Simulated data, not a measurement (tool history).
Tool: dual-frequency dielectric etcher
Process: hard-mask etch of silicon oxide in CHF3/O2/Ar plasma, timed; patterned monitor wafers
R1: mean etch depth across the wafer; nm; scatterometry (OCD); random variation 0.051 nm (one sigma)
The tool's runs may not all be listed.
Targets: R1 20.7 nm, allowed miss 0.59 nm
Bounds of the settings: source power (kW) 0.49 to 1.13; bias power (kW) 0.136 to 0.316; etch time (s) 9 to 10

Run 1, hour 0: source power (kW) 0.81, bias power (kW) 0.226, etch time (s) 10. Result: R1 24.191 nm.
Run 2, hour 6.1: source power (kW) 0.76, bias power (kW) 0.22, etch time (s) 10. Result: R1 23.406 nm.
Run 3, hour 10.4: source power (kW) 0.72, bias power (kW) 0.215, etch time (s) 10. Result: R1 22.861 nm.
Run 4, hour 13.4: source power (kW) 0.69, bias power (kW) 0.211, etch time (s) 10. Result: R1 22.264 nm.
Run 5, hour 17.3: source power (kW) 0.67, bias power (kW) 0.209, etch time (s) 10. Result: R1 22.057 nm.
Run 6, hour 21.5: source power (kW) 0.8, bias power (kW) 0.209, etch time (s) 10. Result: R1 23.628 nm.
Run 7, hour 24.1: source power (kW) 0.76, bias power (kW) 0.205, etch time (s) 10. Result: R1 23.053 nm.
Run 8, hour 31.3: source power (kW) 0.73, bias power (kW) 0.201, etch time (s) 10. Result: R1 22.606 nm.
Run 9, hour 40.2: source power (kW) 0.7, bias power (kW) 0.198, etch time (s) 10. Result: R1 22.166 nm.

5 next moves are on the table. One of them brings every result within its allowed miss. Which?
Run A, hour 49.1: source power (kW) 0.66, bias power (kW) 0.258, etch time (s) 10. Result: R1 ?.
Run B, hour 49.1: source power (kW) 0.71, bias power (kW) 0.219, etch time (s) 9. Result: R1 ?.
Run C, hour 49.1: source power (kW) 0.81, bias power (kW) 0.155, etch time (s) 10. Result: R1 ?.
Run D, hour 49.1: source power (kW) 0.66, bias power (kW) 0.199, etch time (s) 9. Result: R1 ?.
Run E, hour 49.1: source power (kW) 0.65, bias power (kW) 0.182, etch time (s) 9. Result: R1 ?.

move      R1
   A  23.197
   B  20.583
   C  22.224
   D  19.521
   E  18.989
A: further off than the last run
B: meets every target
C: as far off as the last run
D: takes the result that was furthest off past its target
E: takes the result that was furthest off past its target
Move B is the one to make.
